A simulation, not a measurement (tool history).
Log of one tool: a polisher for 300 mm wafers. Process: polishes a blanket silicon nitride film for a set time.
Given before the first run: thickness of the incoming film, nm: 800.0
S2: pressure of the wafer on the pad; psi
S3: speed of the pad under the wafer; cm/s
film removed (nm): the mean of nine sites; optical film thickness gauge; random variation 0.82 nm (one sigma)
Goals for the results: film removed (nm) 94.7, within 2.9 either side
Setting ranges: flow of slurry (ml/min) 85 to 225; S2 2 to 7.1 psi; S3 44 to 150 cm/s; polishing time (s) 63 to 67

{"run": 1, "day": 0.0, "flow of slurry (ml/min)": 145, "S2": 4.5, "S3": 96, "polishing time (s)": 63, "film removed (nm)": 145.33}
{"run": 2, "day": 0.054, "flow of slurry (ml/min)": 140, "S2": 4.1, "S3": 96, "polishing time (s)": 63, "film removed (nm)": 130.72}
{"run": 3, "day": 0.117, "flow of slurry (ml/min)": 170, "S2": 4.1, "S3": 96, "polishing time (s)": 63, "film removed (nm)": 136.43}
{"run": 4, "day": 0.192, "flow of slurry (ml/min)": 170, "S2": 4.1, "S3": 82, "polishing time (s)": 63, "film removed (nm)": 121.97}
{"run": 5, "day": 0.425, "flow of slurry (ml/min)": 135, "S2": 4.1, "S3": 82, "polishing time (s)": 63, "film removed (nm)": 116.29}
{"run": 6, "day": 0.538, "flow of slurry (ml/min)": 160, "S2": 4.1, "S3": 82, "polishing time (s)": 63, "film removed (nm)": 118.22}
{"run": 7, "day": 0.85, "flow of slurry (ml/min)": 155, "S2": 3.9, "S3": 82, "polishing time (s)": 63, "film removed (nm)": 114.94}
{"run": 8, "day": 1.1, "flow of slurry (ml/min)": 150, "S2": 3.7, "S3": 82, "polishing time (s)": 63, "film removed (nm)": 106.53}
{"run": 9, "day": 1.3, "flow of slurry (ml/min)": 145, "S2": 3.6, "S3": 82, "polishing time (s)": 63, "film removed (nm)": 104.34}
{"run": 10, "day": 1.412, "flow of slurry (ml/min)": 140, "S2": 3.5, "S3": 82, "polishing time (s)": 63, "film removed (nm)": 101.21}
{"run": 11, "day": 1.658, "flow of slurry (ml/min)": 135, "S2": 3.5, "S3": 82, "polishing time (s)": 63, "film removed (nm)": 99.009}
{"run": 12, "day": 1.879, "flow of slurry (ml/min)": 130, "S2": 3.5, "S3": 82, "polishing time (s)": 63, "film removed (nm)": 98.24}
{"day": 1.942, "done": "slurry nozzle cleaned"}
{"run": 13, "day": 1.942, "flow of slurry (ml/min)": 125, "S2": 3.5, "S3": 82, "polishing time (s)": 63, "film removed (nm)": 107.32}
{"run": 14, "day": 2.046, "flow of slurry (ml/min)": 130, "S2": 3.4, "S3": 82, "polishing time (s)": 63, "film removed (nm)": 106.51}
{"run": 15, "day": 2.183, "flow of slurry (ml/min)": 130, "S2": 3.2, "S3": 82, "polishing time (s)": 63, "film removed (nm)": 100.12}

Which of these 4 next moves meets every target?
{"run": "A", "day": 2.321, "flow of slurry (ml/min)": 150, "S2": 2.6, "S3": 104, "polishing time (s)": 63, "film removed (nm)": "?"}
{"run": "B", "day": 2.321, "flow of slurry (ml/min)": 125, "S2": 2.6, "S3": 104, "polishing time (s)": 65, "film removed (nm)": "?"}
{"run": "C", "day": 2.321, "flow of slurry (ml/min)": 125, "S2": 3.2, "S3": 78, "polishing time (s)": 63, "film removed (nm)": "?"}
{"run": "D", "day": 2.321, "flow of slurry (ml/min)": 155, "S2": 3.5, "S3": 68, "polishing time (s)": 66, "film removed (nm)": "?"}

move=A film_removed_(nm)=98.043
move=B film_removed_(nm)=98.208
move=C film_removed_(nm)=94.762
move=D film_removed_(nm)=101.95
A: moves toward the targets from the last run without getting all of them in spec
B: moves toward the targets from the last run without getting all of them in spec
C: all results land within tolerance of their targets
D: the biggest miss grows against the last run
The right move is C.

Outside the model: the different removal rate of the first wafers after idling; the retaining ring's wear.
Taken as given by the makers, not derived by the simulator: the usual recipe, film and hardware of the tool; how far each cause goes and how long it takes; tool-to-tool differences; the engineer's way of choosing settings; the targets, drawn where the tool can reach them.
